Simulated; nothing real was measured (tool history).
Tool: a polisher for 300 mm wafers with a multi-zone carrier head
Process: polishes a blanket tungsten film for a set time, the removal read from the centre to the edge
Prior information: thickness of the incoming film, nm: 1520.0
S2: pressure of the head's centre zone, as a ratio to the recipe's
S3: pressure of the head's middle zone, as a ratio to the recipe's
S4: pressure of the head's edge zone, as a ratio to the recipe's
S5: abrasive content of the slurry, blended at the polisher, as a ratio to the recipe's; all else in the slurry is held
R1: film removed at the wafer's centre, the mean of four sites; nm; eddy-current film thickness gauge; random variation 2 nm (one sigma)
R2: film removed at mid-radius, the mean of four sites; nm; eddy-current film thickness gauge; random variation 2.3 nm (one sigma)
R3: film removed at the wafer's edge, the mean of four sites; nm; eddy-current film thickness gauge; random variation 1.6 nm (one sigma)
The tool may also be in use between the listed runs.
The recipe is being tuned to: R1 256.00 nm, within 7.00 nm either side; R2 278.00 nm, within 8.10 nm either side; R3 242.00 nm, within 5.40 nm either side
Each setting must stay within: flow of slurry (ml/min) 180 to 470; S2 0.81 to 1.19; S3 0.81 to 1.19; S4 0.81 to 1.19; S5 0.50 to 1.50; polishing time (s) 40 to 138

run 1 hour=0.0 | flow_of_slurry_(ml/min)=300 S2=1.00 S3=1.00 S4=1.00 S5=1.00 polishing_time_(s)=88 | R1=296.94 R2=309.65 R3=291.77
run 2 hour=5.9 | flow_of_slurry_(ml/min)=300 S2=1.04 S3=1.00 S4=1.00 S5=1.00 polishing_time_(s)=88 | R1=312.64 R2=305.58 R3=293.31
run 3 hour=12.3 | flow_of_slurry_(ml/min)=300 S2=1.04 S3=1.00 S4=1.00 S5=0.85 polishing_time_(s)=88 | R1=297.86 R2=290.22 R3=284.40
run 4 hour=13.5 | flow_of_slurry_(ml/min)=345 S2=1.04 S3=1.00 S4=1.00 S5=0.85 polishing_time_(s)=88 | R1=304.73 R2=298.29 R3=287.55
run 5 hour=18.0 | flow_of_slurry_(ml/min)=345 S2=1.04 S3=0.94 S4=1.00 S5=0.85 polishing_time_(s)=88 | R1=299.28 R2=288.25 R3=289.44
run 6 hour=26.6 | flow_of_slurry_(ml/min)=325 S2=1.02 S3=0.96 S4=0.95 S5=0.80 polishing_time_(s)=88 | R1=294.88 R2=283.30 R3=276.32
run 7 hour=30.4 | flow_of_slurry_(ml/min)=310 S2=0.98 S3=0.98 S4=0.91 S5=0.75 polishing_time_(s)=88 | R1=275.93 R2=282.87 R3=265.97
run 8 hour=36.7 | flow_of_slurry_(ml/min)=295 S2=0.97 S3=0.99 S4=0.88 S5=0.75 polishing_time_(s)=88 | R1=272.99 R2=278.36 R3=261.68
run 9 hour=45.4 | flow_of_slurry_(ml/min)=285 S2=0.96 S3=1.02 S4=0.86 S5=0.70 polishing_time_(s)=88 | R1=265.52 R2=286.09 R3=251.18
run 10 hour=52.6 | flow_of_slurry_(ml/min)=270 S2=0.96 S3=1.02 S4=0.85 S5=0.70 polishing_time_(s)=88 | R1=262.56 R2=282.31 R3=252.31
run 11 hour=57.5 | flow_of_slurry_(ml/min)=265 S2=0.96 S3=1.02 S4=0.84 S5=0.70 polishing_time_(s)=88 | R1=262.23 R2=278.25 R3=250.54
run 12 hour=58.3 | flow_of_slurry_(ml/min)=265 S2=0.96 S3=1.03 S4=0.83 S5=0.70 polishing_time_(s)=88 | R1=264.00 R2=282.81 R3=248.62

Which single option among these 5 for the next run brings every result within its allowed miss of target? Just one does.
run A hour=59.1 | flow_of_slurry_(ml/min)=310 S2=0.95 S3=1.02 S4=0.82 S5=0.80 polishing_time_(s)=83 | R1=? R2=? R3=?
run B hour=59.1 | flow_of_slurry_(ml/min)=260 S2=0.98 S3=0.91 S4=0.83 S5=0.60 polishing_time_(s)=95 | R1=? R2=? R3=?
run C hour=59.1 | flow_of_slurry_(ml/min)=230 S2=0.95 S3=0.96 S4=0.90 S5=0.70 polishing_time_(s)=89 | R1=? R2=? R3=?
run D hour=59.1 | flow_of_slurry_(ml/min)=240 S2=0.94 S3=0.99 S4=0.87 S5=0.70 polishing_time_(s)=92 | R1=? R2=? R3=?
run E hour=59.1 | flow_of_slurry_(ml/min)=215 S2=0.94 S3=0.93 S4=0.87 S5=0.70 polishing_time_(s)=94 | R1=? R2=? R3=?

move=A R1=256.51 R2=276.33 R3=241.85
move=B R1=277.21 R2=268.36 R3=257.42
move=C R1=256.18 R2=265.49 R3=254.56
move=D R1=264.05 R2=282.23 R3=260.54
move=E R1=264.79 R2=271.43 R3=263.13
A: every result within its allowed miss
B: misses by more than the last run did
C: misses by more than the last run did
D: misses by more than the last run did
E: misses by more than the last run did
The right move is A.
